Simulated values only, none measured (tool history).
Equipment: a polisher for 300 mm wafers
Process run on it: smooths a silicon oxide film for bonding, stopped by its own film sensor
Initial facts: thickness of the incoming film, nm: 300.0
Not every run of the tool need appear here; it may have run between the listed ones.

run,day,flow of slurry (ml/min),pressure of the wafer on the pad (kPa),speed of the pad under the wafer (m/s),abrasive content of the slurry,target thickness at which the film sensor stops the polish (Å),time until the film sensor stopped the polish (s)
1,0,155,9.7,1.14,1,2430,114.1
2,0.354,155,11,1.14,1,2430,101.9
3,0.65,155,10.3,1.14,1,2430,107.5
4,0.933,155,9.7,1.14,1,2430,112.48
5,1.238,155,9.7,1.42,1,2430,94.562
6,1.546,155,9.7,1.26,1,2430,103.48
7,1.721,155,9,1.26,1,2430,110.04

Run 8 has not been measured yet. What should we expect?
8,1.854,155,8.3,1.26,1,2430,?

Logged for run 8: time until the film sensor stopped the polish (s) 117.28.
